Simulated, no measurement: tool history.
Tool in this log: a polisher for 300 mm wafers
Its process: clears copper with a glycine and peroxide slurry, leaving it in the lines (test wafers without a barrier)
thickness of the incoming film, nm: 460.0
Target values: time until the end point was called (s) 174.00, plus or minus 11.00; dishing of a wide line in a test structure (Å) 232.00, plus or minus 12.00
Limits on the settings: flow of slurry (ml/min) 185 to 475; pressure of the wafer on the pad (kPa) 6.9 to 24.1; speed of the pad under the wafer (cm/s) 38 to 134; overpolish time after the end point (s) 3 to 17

run	day	flow of slurry (ml/min)	pressure of the wafer on the pad (kPa)	speed of the pad under the wafer (cm/s)	overpolish time after the end point (s)	time until the end point was called (s)	dishing of a wide line in a test structure (Å)
1	0.000	305	15.2	86	9	126.94	254.52
2	0.367	305	15.2	86	7	130.15	203.79
3	0.729	305	14.5	86	8	133.50	217.48
4	0.833	305	14.5	86	10	136.72	270.28
5	0.942	305	14.5	100	10	117.71	286.08
6	1.162	305	13.8	98	10	126.52	278.53
7	1.379	305	13.1	98	10	133.80	274.58
8	1.717	305	12.4	98	10	130.36	263.28
9	2.025	305	11.7	96	10	138.26	253.78
10	2.192	305	11.0	94	10	149.56	241.87
11	2.417	305	10.3	94	10	153.65	232.19

Below are 5 possible settings for the next run. Only one of them brings all results inside the allowed miss of their targets. Which is it?
A	2.642	290	11.7	90	8	?	?
B	2.642	285	14.5	90	8	?	?
C	2.642	300	9.0	88	11	?	?
D	2.642	290	9.0	102	10	?	?
E	2.642	365	8.3	88	10	?	?

move	time until the end point was called (s)	dishing of a wide line in a test structure (Å)
A	146.44	203.72
B	128.84	228.33
C	171.80	233.65
D	157.17	231.40
E	176.78	209.64
A: moves away from the targets compared with the last run
B: moves away from the targets compared with the last run
C: each result inside its tolerance
D: closes in on the targets versus the last run, not all within tolerance yet
E: puts the biggest miss on target and leaves a different result outside tolerance
The right move is C.
